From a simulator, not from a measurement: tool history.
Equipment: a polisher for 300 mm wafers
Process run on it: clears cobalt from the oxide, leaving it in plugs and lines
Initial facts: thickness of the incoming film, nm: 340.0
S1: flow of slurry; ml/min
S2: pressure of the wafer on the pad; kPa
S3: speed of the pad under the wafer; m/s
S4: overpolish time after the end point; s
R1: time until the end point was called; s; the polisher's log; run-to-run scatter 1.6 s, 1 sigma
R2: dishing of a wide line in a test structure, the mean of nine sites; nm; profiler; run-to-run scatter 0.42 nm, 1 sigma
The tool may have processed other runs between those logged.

run,hour,S1,S2,S3,S4,R1,R2
1,0,255,13.1,1.02,10,68.64,35.509
2,3.3,255,13.1,1.26,10,56.774,40.412
3,12.1,255,13.1,1.1,10,67.021,36.953
4,19.6,255,13.1,1.28,10,56.888,41.574
5,23.1,255,10.3,1.28,10,63.743,37.811
6,30.6,255,10.3,1.46,10,56.176,41.82
7,38.5,255,9.7,1.4,11,59.98,41.048
8,42.2,255,9,1.34,12,64.565,41.372
9,50.8,255,8.3,1.28,13,73.393,41.706
10,54.2,255,8.3,1.24,13,74.451,40.58
11,56.6,255,8.3,1.2,13,76.561,39.051
12,65.2,255,8.3,1.18,13,78.749,39.144
13,72.2,255,8.3,1.18,13,78.057,39.546
# hour 78.4: head pressure recalibrated
14,78.4,255,8.3,1.18,13,74.286,41.257
15,80,255,8.3,1.14,13,75.704,40.008
16,82.2,250,8.3,1.08,13,80.663,38.278
17,86.4,250,8.3,1.06,13,82.826,37.831
18,88.3,250,8.3,1.04,13,84.472,38.25

Run 19 comes next. What will it give?
19,97.3,250,8.3,1.02,13,?,?

{"run 19": {"R1": 83.523, "R2": 36.54}}
